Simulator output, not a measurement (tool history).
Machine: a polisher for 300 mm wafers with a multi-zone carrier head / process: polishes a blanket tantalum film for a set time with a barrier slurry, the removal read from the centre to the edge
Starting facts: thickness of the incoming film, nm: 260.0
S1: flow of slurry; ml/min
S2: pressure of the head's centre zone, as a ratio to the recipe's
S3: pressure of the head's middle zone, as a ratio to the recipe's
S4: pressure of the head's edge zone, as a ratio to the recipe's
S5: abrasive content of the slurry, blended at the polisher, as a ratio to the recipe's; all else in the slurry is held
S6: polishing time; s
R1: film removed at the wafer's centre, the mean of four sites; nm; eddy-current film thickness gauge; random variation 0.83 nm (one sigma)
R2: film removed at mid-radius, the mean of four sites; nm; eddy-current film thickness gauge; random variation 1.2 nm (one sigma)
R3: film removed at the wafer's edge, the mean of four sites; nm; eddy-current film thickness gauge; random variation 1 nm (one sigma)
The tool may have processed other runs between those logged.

{"run": 1, "hour": 0.0, "S1": 220, "S2": 1.0, "S3": 1.0, "S4": 1.0, "S5": 1.0, "S6": 51, "R1": 106.05, "R2": 107.83, "R3": 105.89}
{"run": 2, "hour": 3.1, "S1": 215, "S2": 0.99, "S3": 0.99, "S4": 0.98, "S5": 0.95, "S6": 51, "R1": 104.75, "R2": 102.74, "R3": 104.27}
{"run": 3, "hour": 7.5, "S1": 215, "S2": 0.98, "S3": 1.01, "S4": 0.96, "S5": 0.9, "S6": 51, "R1": 100.88, "R2": 103.32, "R3": 101.33}
{"run": 4, "hour": 12.8, "S1": 215, "S2": 0.98, "S3": 1.01, "S4": 0.94, "S5": 0.85, "S6": 51, "R1": 102.2, "R2": 105.01, "R3": 101.55}
{"run": 5, "hour": 13.6, "S1": 215, "S2": 0.98, "S3": 1.01, "S4": 0.93, "S5": 0.8, "S6": 50, "R1": 97.046, "R2": 102.77, "R3": 97.673}
{"run": 6, "hour": 14.8, "S1": 210, "S2": 0.98, "S3": 1.0, "S4": 0.92, "S5": 0.75, "S6": 50, "R1": 96.954, "R2": 99.131, "R3": 98.478}

What does the tool deliver on the next run?
{"run": 7, "hour": 16.0, "S1": 210, "S2": 0.99, "S3": 1.01, "S4": 0.91, "S5": 0.75, "S6": 49, "R1": "?", "R2": "?", "R3": "?"}

{"run 7": {"R1": 95.57, "R2": 97.516, "R3": 92.408}}
